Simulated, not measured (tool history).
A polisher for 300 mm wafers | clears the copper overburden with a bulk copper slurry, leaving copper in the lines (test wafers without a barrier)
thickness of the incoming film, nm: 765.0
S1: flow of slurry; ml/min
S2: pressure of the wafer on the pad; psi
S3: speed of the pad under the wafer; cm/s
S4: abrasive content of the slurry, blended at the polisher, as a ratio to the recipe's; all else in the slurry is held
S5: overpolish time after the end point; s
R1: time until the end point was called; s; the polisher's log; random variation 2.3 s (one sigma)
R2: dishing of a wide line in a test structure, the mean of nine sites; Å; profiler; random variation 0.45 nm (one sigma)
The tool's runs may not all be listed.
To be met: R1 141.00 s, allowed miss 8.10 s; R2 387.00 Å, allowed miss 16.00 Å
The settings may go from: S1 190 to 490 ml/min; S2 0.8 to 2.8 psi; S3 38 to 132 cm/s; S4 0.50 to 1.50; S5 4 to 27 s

{"run": 1, "hour": 0.0, "S1": 315, "S2": 1.8, "S3": 84, "S4": 1.0, "S5": 14, "R1": 174.18, "R2": 362.41}
{"run": 2, "hour": 1.8, "S1": 315, "S2": 1.9, "S3": 84, "S4": 1.0, "S5": 13, "R1": 174.42, "R2": 361.32}
{"run": 3, "hour": 3.4, "S1": 315, "S2": 2.0, "S3": 86, "S4": 1.0, "S5": 12, "R1": 161.54, "R2": 360.77}
{"run": 4, "hour": 4.2, "S1": 315, "S2": 2.1, "S3": 86, "S4": 1.0, "S5": 12, "R1": 156.94, "R2": 371.91}
{"run": 5, "hour": 12.9, "S1": 345, "S2": 2.1, "S3": 86, "S4": 1.0, "S5": 12, "R1": 153.64, "R2": 370.6}
{"run": 6, "hour": 21.3, "S1": 345, "S2": 1.9, "S3": 86, "S4": 1.0, "S5": 12, "R1": 169.02, "R2": 342.28}
{"run": 7, "hour": 29.9, "S1": 345, "S2": 2.0, "S3": 86, "S4": 1.0, "S5": 12, "R1": 153.14, "R2": 360.3}
{"run": 8, "hour": 30.9, "S1": 350, "S2": 2.0, "S3": 86, "S4": 1.0, "S5": 12, "R1": 161.0, "R2": 358.75}
{"run": 9, "hour": 33.6, "S1": 350, "S2": 2.1, "S3": 86, "S4": 1.0, "S5": 12, "R1": 148.16, "R2": 370.75}

5 next moves are on the table. One of them brings every result within its allowed miss. Which?
{"run": "A", "hour": 36.3, "S1": 405, "S2": 2.7, "S3": 60, "S4": 1.4, "S5": 13, "R1": "?", "R2": "?"}
{"run": "B", "hour": 36.3, "S1": 315, "S2": 2.4, "S3": 94, "S4": 1.0, "S5": 12, "R1": "?", "R2": "?"}
{"run": "C", "hour": 36.3, "S1": 365, "S2": 2.1, "S3": 86, "S4": 1.05, "S5": 11, "R1": "?", "R2": "?"}
{"run": "D", "hour": 36.3, "S1": 330, "S2": 1.8, "S3": 102, "S4": 1.2, "S5": 12, "R1": "?", "R2": "?"}
{"run": "E", "hour": 36.3, "S1": 340, "S2": 2.1, "S3": 82, "S4": 1.1, "S5": 14, "R1": "?", "R2": "?"}

move=A R1=153.57 R2=396.92
move=B R1=122.59 R2=435.96
move=C R1=148.90 R2=350.25
move=D R1=143.41 R2=377.83
move=E R1=155.21 R2=405.54
A: brings the result that was furthest off to its target, and leaves another outside
B: takes the result that was furthest off past its target
C: further off than the last run
D: meets every target
E: takes the result that was furthest off past its target
Move D is the one to make.
